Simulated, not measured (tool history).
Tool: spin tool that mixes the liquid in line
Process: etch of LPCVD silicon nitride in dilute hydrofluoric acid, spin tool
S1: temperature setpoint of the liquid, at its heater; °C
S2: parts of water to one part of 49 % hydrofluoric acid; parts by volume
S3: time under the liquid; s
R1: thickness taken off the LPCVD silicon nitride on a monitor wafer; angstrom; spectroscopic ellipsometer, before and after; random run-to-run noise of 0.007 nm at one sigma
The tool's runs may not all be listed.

run    day  S1  S2  S3      R1
  1      0  25  85  80  5.2423
  2  0.321  24  85  80  4.9905
  3  0.362  24  55  80  7.8939
  4  0.433  24  30  80  13.875
  5  0.683  23  40  80   9.683
  6  0.783  22  45  80  8.0847
  7  0.833  21  50  80  6.7113

Estimate the outcome of run 8 from the log above:
  8  0.979  20.5  50  80   ?

R1: 6.5634 angstrom
